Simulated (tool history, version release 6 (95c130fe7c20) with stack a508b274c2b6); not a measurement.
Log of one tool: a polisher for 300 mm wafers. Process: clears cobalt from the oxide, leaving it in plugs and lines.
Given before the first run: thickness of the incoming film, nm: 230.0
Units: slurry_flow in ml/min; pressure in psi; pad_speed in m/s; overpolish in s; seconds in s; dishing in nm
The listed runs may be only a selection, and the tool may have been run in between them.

run    day  slurry_flow  pressure  pad_speed  overpolish  seconds  dishing
  1      0          225       2.3       1.02          28   35.225   57.512
  2  0.271          225       2.3       1.02          38   35.094   60.729
  3  0.333          225       2.3       0.78          38   44.331   57.229
  4  0.533          225       2.3       0.78          45   45.507   58.556
  5  0.717          270       2.3       0.78          45   44.778   59.926
  6  0.967          270       2.7       0.78          45   39.874    58.19

The next listed run, before its measurement:
  7  1.146          230         3       0.84          34        ?        ?

For run 7 the tool returned seconds 35.816 s, dishing 58.588 nm.

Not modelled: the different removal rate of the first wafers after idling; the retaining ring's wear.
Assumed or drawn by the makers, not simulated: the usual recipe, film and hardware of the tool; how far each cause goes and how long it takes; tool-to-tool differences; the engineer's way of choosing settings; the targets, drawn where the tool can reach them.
